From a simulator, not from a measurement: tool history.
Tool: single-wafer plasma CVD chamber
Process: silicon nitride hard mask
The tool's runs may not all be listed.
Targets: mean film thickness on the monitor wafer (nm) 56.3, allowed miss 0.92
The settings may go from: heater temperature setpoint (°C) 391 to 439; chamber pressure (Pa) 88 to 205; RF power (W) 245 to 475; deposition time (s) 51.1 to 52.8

run	hour	heater temperature setpoint (°C)	chamber pressure (Pa)	RF power (W)	deposition time (s)	mean film thickness on the monitor wafer (nm)
1	0	415	147	360	51.1	61.677
2	1.1	415	147	360	52.8	63.751
3	3.8	415	133	355	52.8	61.161
4	4.6	415	133	355	52.8	61.021
5	13.1	415	151	355	52.8	63.628
6	15.1	420	151	355	52.8	63.718
7	23.8	420	139	350	52.8	61.176
8	24.5	420	131	350	52.8	59.824
9	27.8	420	125	350	52.8	59.127
10	34.8	420	120	350	52.8	58.424
11	37.8	420	116	350	52.8	57.234
12	44.8	420	116	350	52.8	57.761

5 next moves are on the table. One of them brings every result within its allowed miss. Which?
A	51.8	401	97	395	52.8	?
B	51.8	421	115	370	51.5	?
C	51.8	416	111	360	51.6	?
D	51.8	420	120	350	52.8	?
E	51.8	434	113	405	51.1	?

move	mean film thickness on the monitor wafer (nm)
A	58.712
B	57.648
C	56.133
D	57.917
E	59.957
A: further off than the last run
B: nearer than the last run, and not there yet
C: meets every target
D: further off than the last run
E: further off than the last run
Answer: C
